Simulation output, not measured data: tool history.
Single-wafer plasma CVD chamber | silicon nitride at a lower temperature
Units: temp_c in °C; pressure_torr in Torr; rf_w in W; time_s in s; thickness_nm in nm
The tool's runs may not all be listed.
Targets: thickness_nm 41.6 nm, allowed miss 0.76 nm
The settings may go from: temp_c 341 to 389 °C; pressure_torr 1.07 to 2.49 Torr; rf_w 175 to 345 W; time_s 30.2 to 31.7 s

run,hour,temp_c,pressure_torr,rf_w,time_s,thickness_nm
1,0,365,1.78,260,31.7,33.185
2,2.4,365,1.97,275,31.7,35.451
3,6.4,365,1.69,275,31.7,33.68
4,14,365,1.91,285,31.7,36.324
5,18.3,365,2.07,290,31.7,37.321
6,22.2,365,2.07,290,30.2,35.878
7,24.6,365,2.17,300,30.3,37.466
8,31.3,365,2.25,310,30.4,38.873

Which of these 4 next moves meets every target?
A,38,367,2.22,305,30.2,?
B,38,378,2.45,325,30.7,?
C,38,368,2.37,315,30.8,?
D,38,368,1.95,295,31.1,?

move,thickness_nm
A,37.766
B,41.051
C,40.092
D,36.352
A: further off than the last run
B: meets every target
C: nearer than the last run, and not there yet
D: further off than the last run
Move B is the one to make.
